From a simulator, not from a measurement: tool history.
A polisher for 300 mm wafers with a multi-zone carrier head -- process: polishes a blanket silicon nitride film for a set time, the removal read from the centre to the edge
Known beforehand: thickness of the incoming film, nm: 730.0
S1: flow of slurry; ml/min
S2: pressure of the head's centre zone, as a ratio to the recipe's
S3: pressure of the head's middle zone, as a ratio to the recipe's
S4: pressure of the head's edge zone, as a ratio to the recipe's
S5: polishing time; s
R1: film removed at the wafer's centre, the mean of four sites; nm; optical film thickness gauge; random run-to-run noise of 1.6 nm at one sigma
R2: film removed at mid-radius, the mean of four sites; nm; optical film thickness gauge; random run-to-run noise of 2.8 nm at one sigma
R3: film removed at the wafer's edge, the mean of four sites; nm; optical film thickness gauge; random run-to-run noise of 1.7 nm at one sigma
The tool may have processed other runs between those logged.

run	hour	S1	S2	S3	S4	S5	R1	R2	R3
1	0	120	1	1	1	67	137.94	137.32	136.3
2	3.2	120	1	1	1	83	165.79	171.57	166.89
3	9.7	120	1	0.93	1	83	164.62	158.33	167.52
4	16.2	135	0.95	1	1.05	84	165.44	176.04	175.23
5	20.6	135	0.95	1	1.05	91	178.07	189.1	190.93
6	22.5	135	0.91	1.06	1.06	92	170.68	203	192.79
7	30.9	135	0.9	1.09	1.07	93	173.45	209.13	197.02

Run 8 has not been measured yet. What should we expect?
8	39.3	135	0.88	1.12	1.07	94	?	?	?

Run 8 yielded R1 170.91 nm, R2 214.72 nm, R3 201.97 nm.
